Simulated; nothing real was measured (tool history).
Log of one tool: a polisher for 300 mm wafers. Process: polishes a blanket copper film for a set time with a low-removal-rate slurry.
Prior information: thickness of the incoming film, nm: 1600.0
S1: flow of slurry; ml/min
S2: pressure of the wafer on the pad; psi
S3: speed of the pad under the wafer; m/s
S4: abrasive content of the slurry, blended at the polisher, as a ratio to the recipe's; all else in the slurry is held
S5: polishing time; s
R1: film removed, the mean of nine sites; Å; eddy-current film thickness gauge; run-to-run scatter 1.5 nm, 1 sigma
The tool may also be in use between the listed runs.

run  hour   S1   S2    S3   S4  S5      R1
  1     0  135  2.8  1.24    1  42    1072
  2   4.3  115  2.8  1.24    1  42  1039.3
  3  12.1  115  2.8  1.24  1.1  42  1059.6
  4  16.2  125    3  1.24  1.1  42    1164
  5    22  145    3  1.24  1.1  42    1200
  6  22.9  150  3.1  1.24  1.1  42  1239.3

For run 7, what comes out?
  7    26  155  3.2  1.24  1.1  42   ?

R1: 1303.2 Å

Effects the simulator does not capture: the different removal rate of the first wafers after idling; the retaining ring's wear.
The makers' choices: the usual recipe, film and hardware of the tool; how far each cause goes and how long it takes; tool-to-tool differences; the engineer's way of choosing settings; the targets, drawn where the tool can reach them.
